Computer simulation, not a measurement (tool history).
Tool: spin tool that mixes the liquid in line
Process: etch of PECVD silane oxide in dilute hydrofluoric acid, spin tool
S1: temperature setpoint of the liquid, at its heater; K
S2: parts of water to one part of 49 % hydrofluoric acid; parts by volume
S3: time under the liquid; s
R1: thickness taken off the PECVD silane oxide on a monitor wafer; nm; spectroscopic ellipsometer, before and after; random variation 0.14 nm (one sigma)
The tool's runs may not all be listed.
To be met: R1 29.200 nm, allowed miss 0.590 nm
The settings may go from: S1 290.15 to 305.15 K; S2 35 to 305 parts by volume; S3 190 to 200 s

run 1 day=0.000 | S1=297.15 S2=170 S3=190 | R1=22.579
run 2 day=0.192 | S1=297.15 S2=170 S3=200 | R1=23.676
run 3 day=0.225 | S1=297.15 S2=210 S3=200 | R1=18.420
run 4 day=0.542 | S1=297.15 S2=230 S3=200 | R1=16.613
run 5 day=0.575 | S1=298.65 S2=230 S3=200 | R1=17.348
run 6 day=0.729 | S1=298.65 S2=230 S3=190 | R1=16.509
run 7 day=0.858 | S1=300.65 S2=215 S3=190 | R1=19.382
run 8 day=1.229 | S1=302.15 S2=205 S3=190 | R1=21.655
run 9 day=1.342 | S1=302.15 S2=205 S3=190 | R1=21.547
run 10 day=1.508 | S1=303.15 S2=195 S3=190 | R1=23.797
run 11 day=1.692 | S1=303.65 S2=190 S3=190 | R1=25.144
run 12 day=1.854 | S1=304.15 S2=185 S3=190 | R1=26.486

5 next moves are on the table. One of them brings every result within its allowed miss. Which?
run A day=2.017 | S1=305.15 S2=185 S3=195 | R1=?
run B day=2.017 | S1=304.15 S2=175 S3=190 | R1=?
run C day=2.017 | S1=301.15 S2=150 S3=190 | R1=?
run D day=2.017 | S1=303.15 S2=165 S3=190 | R1=?
run E day=2.017 | S1=303.65 S2=200 S3=195 | R1=?

move=A R1=28.044
move=B R1=28.271
move=C R1=30.585
move=D R1=29.323
move=E R1=24.174
A: nearer than the last run, and not there yet
B: nearer than the last run, and not there yet
C: takes the result that was furthest off past its target
D: meets every target
E: further off than the last run
Move D is the one to make.
